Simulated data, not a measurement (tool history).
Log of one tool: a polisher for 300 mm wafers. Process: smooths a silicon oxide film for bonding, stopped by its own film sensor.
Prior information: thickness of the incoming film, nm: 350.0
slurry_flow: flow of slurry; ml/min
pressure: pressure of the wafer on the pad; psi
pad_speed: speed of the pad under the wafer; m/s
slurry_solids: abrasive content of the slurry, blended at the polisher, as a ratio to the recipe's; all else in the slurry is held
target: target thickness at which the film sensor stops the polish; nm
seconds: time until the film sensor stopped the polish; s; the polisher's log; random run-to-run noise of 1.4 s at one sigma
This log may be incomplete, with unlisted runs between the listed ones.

| run | hour | slurry_flow | pressure | pad_speed | slurry_solids | target | seconds |
|---|---|---|---|---|---|---|---|
| 1 | 0.0 | 270 | 2.0 | 0.94 | 1.00 | 292 | 91.785 |
| 2 | 6.7 | 270 | 2.0 | 0.94 | 1.15 | 292 | 85.072 |
| 3 | 15.0 | 270 | 2.0 | 0.94 | 1.15 | 289 | 89.215 |
| 4 | 18.8 | 270 | 1.7 | 0.94 | 1.15 | 289 | 103.120 |
| 5 | 23.4 | 270 | 1.7 | 1.06 | 1.15 | 289 | 92.923 |
| 6 | 28.5 | 270 | 1.5 | 1.06 | 1.15 | 289 | 102.950 |
| 7 | 32.4 | 270 | 1.3 | 1.06 | 1.15 | 289 | 112.680 |

Run 8 comes next. What will it give?
| 8 | 40.8 | 270 | 1.2 | 1.06 | 1.15 | 289 | ? |

Run 8 gave seconds 119.960 s.

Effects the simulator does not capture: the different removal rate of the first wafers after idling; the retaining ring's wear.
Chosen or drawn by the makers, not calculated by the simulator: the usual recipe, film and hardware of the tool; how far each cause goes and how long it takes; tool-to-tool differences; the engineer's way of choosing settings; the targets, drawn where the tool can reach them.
